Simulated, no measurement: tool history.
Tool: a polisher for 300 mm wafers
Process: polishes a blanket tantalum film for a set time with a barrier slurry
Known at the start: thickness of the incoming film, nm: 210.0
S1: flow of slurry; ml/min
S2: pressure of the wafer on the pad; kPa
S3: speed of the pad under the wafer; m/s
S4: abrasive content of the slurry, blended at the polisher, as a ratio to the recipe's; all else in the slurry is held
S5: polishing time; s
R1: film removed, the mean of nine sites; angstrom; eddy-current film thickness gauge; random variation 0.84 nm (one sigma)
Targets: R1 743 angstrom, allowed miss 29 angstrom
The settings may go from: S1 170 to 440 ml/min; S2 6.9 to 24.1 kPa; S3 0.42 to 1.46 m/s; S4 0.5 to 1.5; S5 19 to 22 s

| run | hour | S1 | S2 | S3 | S4 | S5 | R1 |
|---|---|---|---|---|---|---|---|
| 1 | 0 | 280 | 15.2 | 0.94 | 1 | 22 | 449.72 |
| 2 | 2.3 | 280 | 16.5 | 0.94 | 1 | 22 | 477.75 |
| 3 | 5.9 | 280 | 17.9 | 0.94 | 1 | 22 | 509.48 |
| 4 | 9 | 280 | 19.3 | 0.96 | 1 | 22 | 552.49 |
| 5 | 14.6 | 280 | 19.3 | 0.74 | 1 | 22 | 440.82 |
| 6 | 17.8 | 215 | 19.3 | 0.74 | 1 | 22 | 424.2 |
| 7 | 20.8 | 250 | 23.4 | 0.98 | 1.05 | 22 | 655.52 |
| 8 | 29.4 | 260 | 23.4 | 1 | 1.05 | 22 | 677.88 |

Which of these 5 next moves meets every target?
| A | 38 | 240 | 22.8 | 1.02 | 1.05 | 22 | ? |
| B | 38 | 340 | 24.1 | 1.2 | 0.95 | 20 | ? |
| C | 38 | 235 | 23.4 | 0.94 | 1.1 | 22 | ? |
| D | 38 | 275 | 24.1 | 0.96 | 1.2 | 19 | ? |
| E | 38 | 215 | 22.1 | 1.06 | 1.35 | 19 | ? |

| move | R1 |
|---|---|
| A | 671.52 |
| B | 748.15 |
| C | 646.44 |
| D | 607.03 |
| E | 613.82 |
A: further off than the last run
B: meets every target
C: further off than the last run
D: further off than the last run
E: further off than the last run
Move B is the one to make.
